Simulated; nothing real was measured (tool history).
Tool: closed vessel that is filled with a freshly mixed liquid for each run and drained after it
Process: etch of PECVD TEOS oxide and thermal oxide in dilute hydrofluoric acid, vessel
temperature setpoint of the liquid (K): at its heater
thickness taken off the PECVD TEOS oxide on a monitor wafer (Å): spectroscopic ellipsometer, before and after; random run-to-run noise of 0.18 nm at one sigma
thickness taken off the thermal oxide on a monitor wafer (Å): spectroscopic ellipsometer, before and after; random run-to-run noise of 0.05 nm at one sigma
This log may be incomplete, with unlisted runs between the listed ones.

run,hour,temperature setpoint of the liquid (K),parts of water to one part of 49 % hydrofluoric acid (parts by volume),time in the liquid (s),thickness taken off the PECVD TEOS oxide on a monitor wafer (Å),thickness taken off the thermal oxide on a monitor wafer (Å)
1,0,295.15,85,60,106.58,29.946
2,1.2,293.65,85,60,100.67,28.272
3,9.3,293.65,105,60,78.636,22.299
4,13.4,296.15,90,60,104.38,29.871
5,17.3,293.65,90,60,95.276,26.379
6,20.9,295.15,80,60,114.65,31.956
7,29.8,297.15,75,60,133.37,37.058
8,32.6,298.65,70,60,152.42,42.97
9,37.6,299.65,65,60,171.07,48.971
10,41.1,300.15,65,60,174.24,49.387
11,43.2,300.65,65,60,177.31,50.489

Run 12 has not been measured yet. What should we expect?
12,50.2,301.15,65,60,?,?

thickness taken off the PECVD TEOS oxide on a monitor wafer (Å): 180.89
thickness taken off the thermal oxide on a monitor wafer (Å): 50.872
